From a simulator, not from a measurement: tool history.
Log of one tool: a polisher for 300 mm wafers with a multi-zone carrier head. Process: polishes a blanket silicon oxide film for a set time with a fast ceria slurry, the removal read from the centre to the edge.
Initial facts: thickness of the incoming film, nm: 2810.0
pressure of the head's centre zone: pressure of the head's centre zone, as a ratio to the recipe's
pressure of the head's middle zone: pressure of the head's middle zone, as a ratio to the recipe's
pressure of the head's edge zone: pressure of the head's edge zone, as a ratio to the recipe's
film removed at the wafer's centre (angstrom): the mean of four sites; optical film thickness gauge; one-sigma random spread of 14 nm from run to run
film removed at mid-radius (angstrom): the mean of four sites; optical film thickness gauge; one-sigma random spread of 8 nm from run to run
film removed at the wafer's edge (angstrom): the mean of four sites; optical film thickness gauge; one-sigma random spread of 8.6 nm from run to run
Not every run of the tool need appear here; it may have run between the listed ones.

| run | hour | flow of slurry (ml/min) | pressure of the head's centre zone | pressure of the head's middle zone | pressure of the head's edge zone | polishing time (s) | film removed at the wafer's centre (angstrom) | film removed at mid-radius (angstrom) | film removed at the wafer's edge (angstrom) |
|---|---|---|---|---|---|---|---|---|---|
| 1 | 0.0 | 280 | 1.00 | 1.00 | 1.00 | 41 | 7517.8 | 7809.0 | 7645.2 |
| 2 | 2.2 | 290 | 1.01 | 1.04 | 1.01 | 43 | 8128.2 | 8322.1 | 8018.4 |
| 3 | 9.0 | 290 | 1.01 | 1.04 | 1.01 | 48 | 9137.2 | 9270.5 | 8937.5 |
| 4 | 16.0 | 290 | 1.07 | 1.04 | 1.01 | 48 | 9853.3 | 9453.9 | 8908.3 |
| 5 | 20.2 | 290 | 1.07 | 1.01 | 1.01 | 48 | 9815.9 | 9121.9 | 9007.9 |
| 6 | 24.1 | 290 | 1.05 | 1.05 | 1.02 | 49 | 9588.8 | 9577.3 | 9249.5 |

Run 7 comes next. What will it give?
| 7 | 31.9 | 295 | 1.04 | 1.08 | 1.01 | 50 | ? | ? | ? |

film removed at the wafer's centre (angstrom): 9705.2
film removed at mid-radius (angstrom): 10074.0
film removed at the wafer's edge (angstrom): 9322.1

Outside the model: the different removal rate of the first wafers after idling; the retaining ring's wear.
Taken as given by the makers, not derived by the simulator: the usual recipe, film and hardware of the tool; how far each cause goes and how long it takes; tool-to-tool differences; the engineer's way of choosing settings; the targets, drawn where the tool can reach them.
